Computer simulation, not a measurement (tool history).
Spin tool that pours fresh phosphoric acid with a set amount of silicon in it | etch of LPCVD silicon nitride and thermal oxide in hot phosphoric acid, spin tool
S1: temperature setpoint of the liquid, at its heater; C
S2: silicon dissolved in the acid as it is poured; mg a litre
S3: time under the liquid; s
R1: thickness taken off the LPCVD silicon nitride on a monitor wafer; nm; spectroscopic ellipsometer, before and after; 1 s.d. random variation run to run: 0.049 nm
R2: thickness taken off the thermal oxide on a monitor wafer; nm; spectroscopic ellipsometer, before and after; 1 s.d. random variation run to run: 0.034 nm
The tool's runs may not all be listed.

| run | hour | S1 | S2 | S3 | R1 | R2 |
|---|---|---|---|---|---|---|
| 1 | 0.0 | 164.0 | 12.0 | 160 | 16.710 | 0.52798 |
| 2 | 7.5 | 163.5 | 10.5 | 160 | 16.300 | 0.49508 |
| 3 | 10.2 | 164.5 | 10.5 | 160 | 16.996 | 0.47370 |
| 4 | 18.3 | 164.5 | 10.5 | 205 | 21.827 | 0.73429 |
| 5 | 20.5 | 164.5 | 15.0 | 205 | 21.682 | 0.61504 |
| 6 | 25.8 | 164.5 | 15.0 | 160 | 16.984 | 0.49473 |
| 7 | 28.2 | 164.5 | 15.0 | 160 | 17.054 | 0.49051 |
| 8 | 33.0 | 164.0 | 13.0 | 160 | 16.762 | 0.48467 |
| 9 | 37.6 | 163.5 | 11.0 | 160 | 16.373 | 0.52918 |
| 10 | 38.3 | 163.0 | 11.0 | 160 | 16.170 | 0.46505 |

Expected results for the next run?
| 11 | 39.3 | 163.0 | 9.5 | 160 | ? | ? |

Logged for run 11: R1 16.144 nm, R2 0.52495 nm.
